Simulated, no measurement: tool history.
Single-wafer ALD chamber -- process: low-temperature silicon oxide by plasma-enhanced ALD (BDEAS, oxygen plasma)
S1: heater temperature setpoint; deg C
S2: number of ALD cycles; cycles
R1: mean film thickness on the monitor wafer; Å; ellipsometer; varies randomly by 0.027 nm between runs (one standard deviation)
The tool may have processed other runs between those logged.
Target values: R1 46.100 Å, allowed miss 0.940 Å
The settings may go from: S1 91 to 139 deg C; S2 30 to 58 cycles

run 1 hour=0.0 | S1=115 S2=44 | R1=60.744
run 2 hour=3.0 | S1=115 S2=41 | R1=56.692
run 3 hour=7.6 | S1=115 S2=44 | R1=59.978
run 4 hour=8.8 | S1=115 S2=47 | R1=64.229
run 5 hour=12.4 | S1=115 S2=50 | R1=69.537
run 6 hour=20.0 | S1=115 S2=46 | R1=63.644
run 7 hour=28.7 | S1=116 S2=43 | R1=58.881
run 8 hour=34.9 | S1=117 S2=41 | R1=56.784

Which one of the following 5 next-run settings gets every result inside its allowed miss? There is exactly one.
run A hour=41.1 | S1=120 S2=34 | R1=?
run B hour=41.1 | S1=112 S2=52 | R1=?
run C hour=41.1 | S1=121 S2=52 | R1=?
run D hour=41.1 | S1=123 S2=37 | R1=?
run E hour=41.1 | S1=128 S2=31 | R1=?

move=A R1=46.557
move=B R1=72.135
move=C R1=71.089
move=D R1=50.417
move=E R1=41.895
A: all results land within tolerance of their targets
B: the biggest miss grows against the last run
C: the biggest miss grows against the last run
D: gains on the last run, yet a result remains outside its allowed miss
E: the result that was furthest off in the last run now lies on the other side of its target
So the answer is move A, the one that meets all the targets.

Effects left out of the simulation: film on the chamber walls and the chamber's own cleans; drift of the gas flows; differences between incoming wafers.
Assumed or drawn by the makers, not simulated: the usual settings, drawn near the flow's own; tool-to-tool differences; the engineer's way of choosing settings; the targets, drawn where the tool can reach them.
